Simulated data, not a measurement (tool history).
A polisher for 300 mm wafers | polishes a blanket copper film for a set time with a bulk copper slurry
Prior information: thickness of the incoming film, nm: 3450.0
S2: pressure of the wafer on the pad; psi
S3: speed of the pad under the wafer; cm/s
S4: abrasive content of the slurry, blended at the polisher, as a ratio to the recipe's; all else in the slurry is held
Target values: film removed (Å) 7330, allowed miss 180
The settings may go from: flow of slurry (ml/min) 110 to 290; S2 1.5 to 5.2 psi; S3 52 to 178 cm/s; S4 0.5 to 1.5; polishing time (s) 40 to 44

{"run": 1, "hour": 0.0, "flow of slurry (ml/min)": 185, "S2": 3.3, "S3": 114, "S4": 1, "polishing time (s)": 44, "film removed (Å)": 6432.2}
{"run": 2, "hour": 5.5, "flow of slurry (ml/min)": 200, "S2": 3.3, "S3": 114, "S4": 1, "polishing time (s)": 44, "film removed (Å)": 6463.2}
{"run": 3, "hour": 7.3, "flow of slurry (ml/min)": 200, "S2": 3.3, "S3": 114, "S4": 0.9, "polishing time (s)": 44, "film removed (Å)": 6300}
{"run": 4, "hour": 13.8, "flow of slurry (ml/min)": 205, "S2": 3.4, "S3": 114, "S4": 0.9, "polishing time (s)": 44, "film removed (Å)": 6567.9}
{"run": 5, "hour": 20.2, "flow of slurry (ml/min)": 210, "S2": 3.5, "S3": 114, "S4": 0.9, "polishing time (s)": 44, "film removed (Å)": 6774.8}
{"run": 6, "hour": 27.3, "flow of slurry (ml/min)": 215, "S2": 3.5, "S3": 114, "S4": 0.9, "polishing time (s)": 44, "film removed (Å)": 6733.3}
{"run": 7, "hour": 31.0, "flow of slurry (ml/min)": 215, "S2": 3.6, "S3": 114, "S4": 0.9, "polishing time (s)": 44, "film removed (Å)": 6914.6}
{"run": 8, "hour": 37.9, "flow of slurry (ml/min)": 215, "S2": 3.7, "S3": 114, "S4": 0.9, "polishing time (s)": 44, "film removed (Å)": 7122.9}

Next run, 5 choices. One meets every target within its allowed miss, the rest don't. Which?
{"run": "A", "hour": 44.8, "flow of slurry (ml/min)": 215, "S2": 3.9, "S3": 118, "S4": 0.9, "polishing time (s)": 44, "film removed (Å)": "?"}
{"run": "B", "hour": 44.8, "flow of slurry (ml/min)": 195, "S2": 3.8, "S3": 122, "S4": 0.95, "polishing time (s)": 44, "film removed (Å)": "?"}
{"run": "C", "hour": 44.8, "flow of slurry (ml/min)": 225, "S2": 3.9, "S3": 122, "S4": 0.75, "polishing time (s)": 43, "film removed (Å)": "?"}
{"run": "D", "hour": 44.8, "flow of slurry (ml/min)": 240, "S2": 3.7, "S3": 118, "S4": 0.95, "polishing time (s)": 43, "film removed (Å)": "?"}
{"run": "E", "hour": 44.8, "flow of slurry (ml/min)": 225, "S2": 4.4, "S3": 100, "S4": 1, "polishing time (s)": 44, "film removed (Å)": "?"}

move=A film_removed_(Å)=7746.8
move=B film_removed_(Å)=7791
move=C film_removed_(Å)=7641.6
move=D film_removed_(Å)=7331.1
move=E film_removed_(Å)=7582.9
A: takes the biggest miss from the last run beyond its target
B: takes the biggest miss from the last run beyond its target
C: takes the biggest miss from the last run beyond its target
D: all results in spec
E: takes the biggest miss from the last run beyond its target
Correct choice: D, which meets every target
